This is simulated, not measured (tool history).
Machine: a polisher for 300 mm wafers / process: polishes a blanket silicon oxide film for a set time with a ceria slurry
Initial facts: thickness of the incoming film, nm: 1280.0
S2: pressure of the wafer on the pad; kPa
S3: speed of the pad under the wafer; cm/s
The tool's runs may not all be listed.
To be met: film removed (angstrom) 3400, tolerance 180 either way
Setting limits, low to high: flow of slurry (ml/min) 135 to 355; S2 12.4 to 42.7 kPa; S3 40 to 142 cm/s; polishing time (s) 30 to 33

{"run": 1, "hour": 0.0, "flow of slurry (ml/min)": 225, "S2": 27.6, "S3": 90, "polishing time (s)": 33, "film removed (angstrom)": 1747.6}
{"run": 2, "hour": 1.7, "flow of slurry (ml/min)": 225, "S2": 27.6, "S3": 90, "polishing time (s)": 33, "film removed (angstrom)": 1817.4}
{"run": 3, "hour": 6.6, "flow of slurry (ml/min)": 225, "S2": 32.4, "S3": 90, "polishing time (s)": 33, "film removed (angstrom)": 2129.8}
{"run": 4, "hour": 13.6, "flow of slurry (ml/min)": 225, "S2": 26.2, "S3": 90, "polishing time (s)": 33, "film removed (angstrom)": 1677.8}
{"run": 5, "hour": 17.8, "flow of slurry (ml/min)": 225, "S2": 26.2, "S3": 90, "polishing time (s)": 33, "film removed (angstrom)": 1697}
{"run": 6, "hour": 23.5, "flow of slurry (ml/min)": 265, "S2": 26.2, "S3": 90, "polishing time (s)": 33, "film removed (angstrom)": 1713.8}
{"run": 7, "hour": 28.3, "flow of slurry (ml/min)": 265, "S2": 28.3, "S3": 92, "polishing time (s)": 33, "film removed (angstrom)": 1868.4}
{"run": 8, "hour": 33.0, "flow of slurry (ml/min)": 265, "S2": 29.6, "S3": 94, "polishing time (s)": 33, "film removed (angstrom)": 2006.6}
{"run": 9, "hour": 35.8, "flow of slurry (ml/min)": 265, "S2": 31, "S3": 96, "polishing time (s)": 33, "film removed (angstrom)": 2134.6}
{"run": 10, "hour": 37.1, "flow of slurry (ml/min)": 265, "S2": 32.4, "S3": 98, "polishing time (s)": 33, "film removed (angstrom)": 2258.8}
{"run": 11, "hour": 42.7, "flow of slurry (ml/min)": 265, "S2": 33.8, "S3": 100, "polishing time (s)": 33, "film removed (angstrom)": 2439.5}
{"run": 12, "hour": 47.4, "flow of slurry (ml/min)": 265, "S2": 34.5, "S3": 100, "polishing time (s)": 33, "film removed (angstrom)": 2560.9}
{"run": 13, "hour": 55.7, "flow of slurry (ml/min)": 265, "S2": 35.2, "S3": 100, "polishing time (s)": 33, "film removed (angstrom)": 2516.3}

Next run, 4 choices. One meets every target within its allowed miss, the rest don't. Which?
{"run": "A", "hour": 64.0, "flow of slurry (ml/min)": 355, "S2": 41.4, "S3": 110, "polishing time (s)": 33, "film removed (angstrom)": "?"}
{"run": "B", "hour": 64.0, "flow of slurry (ml/min)": 170, "S2": 29, "S3": 98, "polishing time (s)": 30, "film removed (angstrom)": "?"}
{"run": "C", "hour": 64.0, "flow of slurry (ml/min)": 260, "S2": 41.4, "S3": 136, "polishing time (s)": 33, "film removed (angstrom)": "?"}
{"run": "D", "hour": 64.0, "flow of slurry (ml/min)": 290, "S2": 35.9, "S3": 118, "polishing time (s)": 31, "film removed (angstrom)": "?"}

move=A film_removed_(angstrom)=3435.3
move=B film_removed_(angstrom)=1829.3
move=C film_removed_(angstrom)=4117.6
move=D film_removed_(angstrom)=2955.9
A: each result inside its tolerance
B: misses by more than the last run did
C: takes the biggest miss from the last run beyond its target
D: closer than the last run, but not yet in spec
A is the move that brings every result within its allowed miss.
